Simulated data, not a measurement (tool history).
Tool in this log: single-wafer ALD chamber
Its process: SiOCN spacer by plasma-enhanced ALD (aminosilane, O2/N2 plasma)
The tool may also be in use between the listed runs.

| run | day | heater temperature setpoint (K) | number of ALD cycles (cycles) | mean film thickness on the monitor wafer (nm) |
|---|---|---|---|---|
| 1 | 0 | 673.15 | 79 | 4.2934 |
| 2 | 0.075 | 674.15 | 75 | 4.0804 |
| 3 | 0.371 | 674.15 | 79 | 4.3097 |
| 4 | 0.471 | 674.15 | 90 | 4.8667 |
| 5 | 0.717 | 666.15 | 90 | 4.8911 |
| 6 | 0.8 | 666.15 | 98 | 5.3443 |

Run 7, settings as shown, results not yet in. Your forecast:
| 7 | 0.958 | 667.15 | 89 | ? |

Logged for run 7: mean film thickness on the monitor wafer (nm) 4.8367.

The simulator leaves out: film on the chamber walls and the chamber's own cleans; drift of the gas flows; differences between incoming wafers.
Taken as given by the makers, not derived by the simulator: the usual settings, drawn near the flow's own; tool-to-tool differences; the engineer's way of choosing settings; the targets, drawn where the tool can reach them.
